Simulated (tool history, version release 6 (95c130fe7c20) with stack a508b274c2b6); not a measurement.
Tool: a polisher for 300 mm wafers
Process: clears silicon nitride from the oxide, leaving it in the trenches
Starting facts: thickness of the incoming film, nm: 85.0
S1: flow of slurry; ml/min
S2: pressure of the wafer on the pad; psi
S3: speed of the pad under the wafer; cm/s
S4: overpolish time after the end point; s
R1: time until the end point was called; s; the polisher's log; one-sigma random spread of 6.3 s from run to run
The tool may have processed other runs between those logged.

| run | hour | S1 | S2 | S3 | S4 | R1 |
|---|---|---|---|---|---|---|
| 1 | 0 | 285 | 2.3 | 104 | 3 | 117.51 |
| 2 | 7.4 | 280 | 1.9 | 88 | 3 | 170.32 |
| 3 | 13.5 | 280 | 1.9 | 88 | 3 | 170.88 |
| 4 | 21.7 | 280 | 1.9 | 76 | 3 | 194.03 |
| 5 | 25.8 | 280 | 1.9 | 76 | 3 | 193.13 |
| 6 | 28.6 | 280 | 1.6 | 72 | 3 | 242.26 |
| 7 | 31 | 280 | 1.4 | 72 | 3 | 270.08 |

What will run 8 give?
| 8 | 33.4 | 280 | 1.4 | 72 | 3 | ? |

R1: 278.57 s
